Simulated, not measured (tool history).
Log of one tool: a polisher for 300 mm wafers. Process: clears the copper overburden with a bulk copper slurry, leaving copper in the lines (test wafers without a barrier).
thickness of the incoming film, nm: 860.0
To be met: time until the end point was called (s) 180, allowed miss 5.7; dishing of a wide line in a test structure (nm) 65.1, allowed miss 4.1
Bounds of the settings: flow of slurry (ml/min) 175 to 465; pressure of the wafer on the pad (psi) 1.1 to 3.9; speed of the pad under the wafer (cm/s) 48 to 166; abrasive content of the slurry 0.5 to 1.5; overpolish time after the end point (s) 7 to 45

run    day  flow of slurry (ml/min)  pressure of the wafer on the pad (psi)  speed of the pad under the wafer (cm/s)  abrasive content of the slurry  overpolish time after the end point (s)  time until the end point was called (s)  dishing of a wide line in a test structure (nm)
  1      0                      295                                     2.5                                      106                               1                                       23                                   120.01                                           64.841
  2  0.096                      265                                     2.5                                      106                               1                                       23                                   120.07                                           65.939
  3  0.362                      330                                     2.5                                      106                               1                                       23                                    117.1                                           69.053
  4  0.633                      320                                     2.2                                      106                               1                                       27                                   132.27                                           68.756
  5  0.679                      315                                       2                                      106                               1                                       29                                   144.67                                           64.711
  6  0.896                      315                                       2                                      106                             0.8                                       29                                   153.81                                           64.005
     1.071  -- slurry blender recalibrated
  7  1.071                      310                                     1.9                                      106                             0.8                                       31                                   154.14                                           64.066
  8  1.429                      315                                     1.8                                      106                             0.8                                       33                                   164.59                                           62.472

4 next moves are on the table. One of them brings every result within its allowed miss. Which?
  A  1.788                      355                                     1.5                                      110                             0.7                                       29                                        ?                                                ?
  B  1.788                      330                                     1.8                                       98                            0.75                                       29                                        ?                                                ?
  C  1.788                      335                                     1.8                                      112                            0.65                                       24                                        ?                                                ?
  D  1.788                      200                                     2.3                                       82                             0.7                                       35                                        ?                                                ?

move  time until the end point was called (s)  dishing of a wide line in a test structure (nm)
   A                                   191.81                                           53.998
   B                                   176.78                                           58.189
   C                                   163.78                                           55.292
   D                                   180.56                                            65.63
A: takes the result that was furthest off past its target
B: brings the result that was furthest off to its target, and leaves another outside
C: further off than the last run
D: meets every target
Move D is the one to make.
